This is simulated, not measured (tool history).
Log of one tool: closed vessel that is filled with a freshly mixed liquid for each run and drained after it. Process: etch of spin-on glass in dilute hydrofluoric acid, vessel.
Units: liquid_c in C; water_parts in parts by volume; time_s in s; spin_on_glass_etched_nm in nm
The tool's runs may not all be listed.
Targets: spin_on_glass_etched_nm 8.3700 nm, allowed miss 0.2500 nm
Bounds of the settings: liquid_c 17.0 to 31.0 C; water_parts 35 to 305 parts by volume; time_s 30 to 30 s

run	hour	liquid_c	water_parts	time_s	spin_on_glass_etched_nm
1	0.0	23.0	170	30	4.6316
2	3.0	25.0	155	30	5.4809
3	7.1	25.0	135	30	6.4169
4	15.8	23.5	135	30	6.1249
5	18.8	23.5	190	30	4.0372
6	19.4	24.5	190	30	4.1888
7	27.6	26.0	170	30	5.1289
8	35.4	27.5	155	30	5.9514
9	42.6	31.0	115	30	9.5824
10	47.9	30.0	115	30	9.3628
11	52.6	29.5	115	30	9.1562
12	55.5	29.5	115	30	9.0868
13	57.1	29.0	115	30	9.0919

Which of these 5 next moves meets every target?
A	58.7	30.0	135	30	?
B	58.7	29.0	105	30	?
C	58.7	28.0	120	30	?
D	58.7	28.0	105	30	?
E	58.7	29.5	110	30	?

move	spin_on_glass_etched_nm
A	7.7734
B	10.0300
C	8.2844
D	9.6577
E	9.6889
A: takes the result that was furthest off past its target
B: further off than the last run
C: meets every target
D: further off than the last run
E: further off than the last run
Answer: C

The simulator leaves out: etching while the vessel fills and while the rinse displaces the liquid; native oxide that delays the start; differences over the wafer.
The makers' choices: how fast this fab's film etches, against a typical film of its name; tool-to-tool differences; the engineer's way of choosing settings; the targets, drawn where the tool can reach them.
